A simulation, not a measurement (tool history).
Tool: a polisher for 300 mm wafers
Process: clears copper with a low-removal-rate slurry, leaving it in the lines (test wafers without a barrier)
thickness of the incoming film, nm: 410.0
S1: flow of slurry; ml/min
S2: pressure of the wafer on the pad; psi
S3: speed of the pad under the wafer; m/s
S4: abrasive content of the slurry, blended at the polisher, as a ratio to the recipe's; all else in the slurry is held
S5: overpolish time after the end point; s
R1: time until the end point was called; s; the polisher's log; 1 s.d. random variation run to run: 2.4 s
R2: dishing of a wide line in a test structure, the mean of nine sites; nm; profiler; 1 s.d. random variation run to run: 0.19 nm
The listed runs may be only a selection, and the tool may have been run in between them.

| run | hour | S1 | S2 | S3 | S4 | S5 | R1 | R2 |
|---|---|---|---|---|---|---|---|---|
| 1 | 0 | 310 | 4.2 | 0.84 | 1 | 8 | 139.02 | 15.64 |
| 2 | 5.1 | 310 | 3.7 | 0.84 | 1 | 8 | 154.59 | 13.584 |
| 3 | 9.3 | 310 | 3.7 | 0.84 | 1 | 7 | 155.71 | 12.274 |
| 4 | 17.3 | 350 | 3.7 | 0.84 | 1 | 7 | 151.6 | 12.521 |
| 5 | 19.4 | 315 | 3.7 | 0.84 | 1 | 7 | 158.63 | 12.414 |
| 6 | 26.4 | 295 | 3.4 | 0.84 | 1 | 8 | 168.84 | 13.118 |

Run 7 comes next. What will it give?
| 7 | 34.6 | 295 | 2.2 | 0.82 | 1 | 10 | ? | ? |

{"run 7": {"R1": 265.47, "R2": 10.66}}

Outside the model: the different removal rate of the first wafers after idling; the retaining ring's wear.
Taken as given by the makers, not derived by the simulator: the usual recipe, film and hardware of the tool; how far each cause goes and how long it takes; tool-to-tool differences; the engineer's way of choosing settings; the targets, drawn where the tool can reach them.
